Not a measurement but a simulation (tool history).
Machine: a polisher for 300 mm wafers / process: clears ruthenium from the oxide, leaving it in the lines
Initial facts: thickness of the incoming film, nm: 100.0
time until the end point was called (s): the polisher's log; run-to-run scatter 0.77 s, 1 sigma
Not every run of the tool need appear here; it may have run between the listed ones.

run,hour,flow of slurry (ml/min),pressure of the wafer on the pad (kPa),speed of the pad under the wafer (m/s),overpolish time after the end point (s),time until the end point was called (s)
1,0.0,310,9.7,1.24,6,108.300
2,0.6,310,7.6,1.24,6,136.560
3,3.2,310,9.0,1.26,6,115.560
4,7.8,310,9.0,1.00,6,130.580
5,15.5,310,10.3,1.02,6,112.670
6,18.1,310,10.3,1.02,6,114.440
7,20.1,310,11.7,1.06,6,98.599
8,21.5,310,12.4,1.10,6,90.973
9,29.1,310,13.1,1.14,6,85.313
10,31.9,310,13.8,1.18,6,77.804

Run 11 is up next; what results do you expect?
11,33.2,310,15.2,1.26,6,?

{"run 11": {"time until the end point was called (s)": 69.84}}

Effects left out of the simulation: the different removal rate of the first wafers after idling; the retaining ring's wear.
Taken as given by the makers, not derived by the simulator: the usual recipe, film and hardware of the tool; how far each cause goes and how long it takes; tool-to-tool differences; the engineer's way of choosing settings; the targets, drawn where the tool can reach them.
